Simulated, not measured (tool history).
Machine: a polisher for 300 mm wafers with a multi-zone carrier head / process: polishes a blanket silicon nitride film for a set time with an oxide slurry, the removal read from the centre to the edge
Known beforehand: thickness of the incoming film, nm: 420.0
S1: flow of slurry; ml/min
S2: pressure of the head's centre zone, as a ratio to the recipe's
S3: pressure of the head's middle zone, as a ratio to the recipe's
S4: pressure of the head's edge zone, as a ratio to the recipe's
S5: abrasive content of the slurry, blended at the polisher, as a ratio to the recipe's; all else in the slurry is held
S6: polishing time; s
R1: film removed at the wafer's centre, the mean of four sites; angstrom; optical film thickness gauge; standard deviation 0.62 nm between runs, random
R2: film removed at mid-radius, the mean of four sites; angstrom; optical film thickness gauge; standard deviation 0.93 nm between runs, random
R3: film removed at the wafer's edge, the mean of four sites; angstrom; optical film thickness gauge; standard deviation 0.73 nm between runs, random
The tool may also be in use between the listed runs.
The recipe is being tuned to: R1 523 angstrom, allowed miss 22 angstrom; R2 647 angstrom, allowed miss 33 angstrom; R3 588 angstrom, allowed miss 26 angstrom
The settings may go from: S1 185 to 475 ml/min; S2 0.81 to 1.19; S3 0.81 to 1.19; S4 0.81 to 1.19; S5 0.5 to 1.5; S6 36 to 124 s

run    day   S1    S2    S3    S4    S5  S6      R1      R2      R3
  1      0  305     1     1     1     1  79  440.67  448.74  436.08
  2  0.075  365     1     1     1     1  79  458.73  443.43  436.81
  3  0.125  365     1     1     1   0.9  79  425.95  412.92  409.01
  4  0.175  365     1  1.07     1   0.9  79  420.57   443.1  409.95
  5  0.312  365  1.05  1.07     1   0.9  79  448.96  434.39  420.09
  6  0.688  355  1.04  1.08  1.02  0.95  79  451.43  454.25  430.04
  7  0.796  345  1.03  1.08  1.04     1  79   466.4  466.25  456.19
  8  0.892  340  1.02  1.09  1.04  1.05  79  460.84  492.28  468.61

Of the 4 settings listed for the next run, only one would bring every result within its allowed miss of target. Which one?
  A  0.988  270  0.92  1.18  1.11  1.15  94   ?   ?   ?
  B  0.988  355  0.94  1.19  0.92  1.15  90   ?   ?   ?
  C  0.988  395  0.92  1.14  1.13     1  90   ?   ?   ?
  D  0.988  345  0.87  1.19   0.9   1.3  85   ?   ?   ?

move      R1      R2      R3
   A  518.17  647.05  574.34
   B   521.5  640.74  515.37
   C  476.56  575.63  526.85
   D  484.16  641.31  511.11
A: hits every target within its allowed miss
B: brings the result that was furthest off to its target, and leaves another outside
C: closer than the last run, but not yet in spec
D: brings the result that was furthest off to its target, and leaves another outside
The move that meets every target is A.

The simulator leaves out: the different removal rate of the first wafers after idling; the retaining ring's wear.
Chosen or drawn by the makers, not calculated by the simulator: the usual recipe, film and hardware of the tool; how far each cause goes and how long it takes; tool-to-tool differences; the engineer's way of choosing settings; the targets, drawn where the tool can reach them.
